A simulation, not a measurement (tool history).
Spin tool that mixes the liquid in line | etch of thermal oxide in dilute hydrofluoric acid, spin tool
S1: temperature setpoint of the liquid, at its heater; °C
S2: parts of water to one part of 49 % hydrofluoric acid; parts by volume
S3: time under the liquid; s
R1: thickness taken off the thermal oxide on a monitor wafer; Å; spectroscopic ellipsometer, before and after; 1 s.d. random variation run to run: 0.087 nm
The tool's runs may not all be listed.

run,hour,S1,S2,S3,R1
1,0.0,24.0,80,280,167.66
2,4.9,26.5,80,280,185.03
3,13.8,26.5,100,280,143.54
4,14.4,28.0,100,280,151.79
5,15.4,28.0,115,280,130.23
6,18.2,28.0,100,280,152.31
7,25.0,29.0,90,280,178.25

Run 8, settings as shown, results not yet in. Your forecast:
8,32.9,30.0,85,280,?

Logged for run 8: R1 197.84 Å.
